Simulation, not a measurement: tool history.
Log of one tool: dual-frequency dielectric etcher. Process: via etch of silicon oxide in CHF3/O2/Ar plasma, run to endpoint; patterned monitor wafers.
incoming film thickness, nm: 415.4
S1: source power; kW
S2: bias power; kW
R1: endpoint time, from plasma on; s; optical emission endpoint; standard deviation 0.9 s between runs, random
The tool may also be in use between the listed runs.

run 1 hour=0 | S1=0.59 S2=0.232 | R1=172.72
run 2 hour=6.7 | S1=0.65 S2=0.232 | R1=165.15
run 3 hour=15.7 | S1=0.69 S2=0.232 | R1=162.07
run 4 hour=21.1 | S1=0.69 S2=0.209 | R1=169.33
run 5 hour=27.1 | S1=0.66 S2=0.207 | R1=173.3
run 6 hour=33.2 | S1=0.66 S2=0.241 | R1=161.4

Run 7, settings as shown, results not yet in. Your forecast:
run 7 hour=35.5 | S1=0.62 S2=0.239 | R1=?

R1: 166.87 s

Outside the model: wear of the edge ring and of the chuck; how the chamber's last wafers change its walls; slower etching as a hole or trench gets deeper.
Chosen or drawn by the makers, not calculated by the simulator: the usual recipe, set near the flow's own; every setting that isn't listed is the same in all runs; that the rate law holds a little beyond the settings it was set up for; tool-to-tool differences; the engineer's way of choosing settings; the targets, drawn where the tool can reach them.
